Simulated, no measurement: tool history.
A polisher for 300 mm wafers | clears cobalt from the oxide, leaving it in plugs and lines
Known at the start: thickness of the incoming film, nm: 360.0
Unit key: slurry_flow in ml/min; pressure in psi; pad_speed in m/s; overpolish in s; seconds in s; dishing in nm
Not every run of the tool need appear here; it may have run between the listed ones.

{"run": 1, "hour": 0.0, "slurry_flow": 180, "pressure": 2.2, "pad_speed": 1.28, "overpolish": 16, "seconds": 59.058, "dishing": 48.017}
{"run": 2, "hour": 0.6, "slurry_flow": 225, "pressure": 2.2, "pad_speed": 1.28, "overpolish": 16, "seconds": 57.573, "dishing": 46.897}
{"run": 3, "hour": 5.8, "slurry_flow": 225, "pressure": 1.7, "pad_speed": 1.28, "overpolish": 16, "seconds": 72.745, "dishing": 43.294}
{"run": 4, "hour": 13.9, "slurry_flow": 220, "pressure": 1.6, "pad_speed": 1.24, "overpolish": 17, "seconds": 77.501, "dishing": 43.885}
{"run": 5, "hour": 18.9, "slurry_flow": 220, "pressure": 1.6, "pad_speed": 1.24, "overpolish": 20, "seconds": 78.127, "dishing": 46.114}
{"run": 6, "hour": 26.0, "slurry_flow": 220, "pressure": 1.6, "pad_speed": 1.24, "overpolish": 13, "seconds": 76.878, "dishing": 37.659}
{"run": 7, "hour": 29.0, "slurry_flow": 220, "pressure": 1.5, "pad_speed": 1.2, "overpolish": 14, "seconds": 83.425, "dishing": 38.06}
{"run": 8, "hour": 36.5, "slurry_flow": 220, "pressure": 1.4, "pad_speed": 1.16, "overpolish": 15, "seconds": 94.087, "dishing": 36.884}
{"run": 9, "hour": 40.1, "slurry_flow": 215, "pressure": 1.3, "pad_speed": 1.14, "overpolish": 16, "seconds": 99.857, "dishing": 37.378}

Expected results for the next run?
{"run": 10, "hour": 44.0, "slurry_flow": 210, "pressure": 1.3, "pad_speed": 1.14, "overpolish": 17, "seconds": "?", "dishing": "?"}

Run 10 gave seconds 101.010 s, dishing 37.392 nm.
